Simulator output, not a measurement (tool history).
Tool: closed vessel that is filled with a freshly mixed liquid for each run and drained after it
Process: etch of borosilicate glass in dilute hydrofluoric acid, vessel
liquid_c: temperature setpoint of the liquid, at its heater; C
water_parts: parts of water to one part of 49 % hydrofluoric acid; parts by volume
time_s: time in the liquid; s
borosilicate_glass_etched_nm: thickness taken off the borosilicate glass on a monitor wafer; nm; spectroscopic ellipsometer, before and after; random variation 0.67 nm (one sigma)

{"run": 1, "hour": 0.0, "liquid_c": 22, "water_parts": 60, "time_s": 100, "borosilicate_glass_etched_nm": 44.178}
{"run": 2, "hour": 2.3, "liquid_c": 21, "water_parts": 60, "time_s": 100, "borosilicate_glass_etched_nm": 42.297}
{"run": 3, "hour": 3.8, "liquid_c": 24, "water_parts": 60, "time_s": 100, "borosilicate_glass_etched_nm": 47.975}
{"run": 4, "hour": 9.6, "liquid_c": 25, "water_parts": 55, "time_s": 100, "borosilicate_glass_etched_nm": 54.901}
{"run": 5, "hour": 12.8, "liquid_c": 25, "water_parts": 65, "time_s": 100, "borosilicate_glass_etched_nm": 45.709}
{"run": 6, "hour": 16.7, "liquid_c": 26, "water_parts": 60, "time_s": 100, "borosilicate_glass_etched_nm": 52.581}
{"run": 7, "hour": 17.4, "liquid_c": 27, "water_parts": 55, "time_s": 100, "borosilicate_glass_etched_nm": 59.952}
{"run": 8, "hour": 19.4, "liquid_c": 27, "water_parts": 55, "time_s": 100, "borosilicate_glass_etched_nm": 60.042}
{"run": 9, "hour": 25.1, "liquid_c": 27.5, "water_parts": 50, "time_s": 100, "borosilicate_glass_etched_nm": 67.302}
{"run": 10, "hour": 27.1, "liquid_c": 28, "water_parts": 45, "time_s": 100, "borosilicate_glass_etched_nm": 77.905}
{"run": 11, "hour": 35.6, "liquid_c": 28.5, "water_parts": 45, "time_s": 100, "borosilicate_glass_etched_nm": 79.629}
{"run": 12, "hour": 39.2, "liquid_c": 29, "water_parts": 45, "time_s": 100, "borosilicate_glass_etched_nm": 80.772}

Run 13 comes next. What will it give?
{"run": 13, "hour": 41.2, "liquid_c": 29.5, "water_parts": 40, "time_s": 100, "borosilicate_glass_etched_nm": "?"}

{"run 13": {"borosilicate_glass_etched_nm": 93.849}}
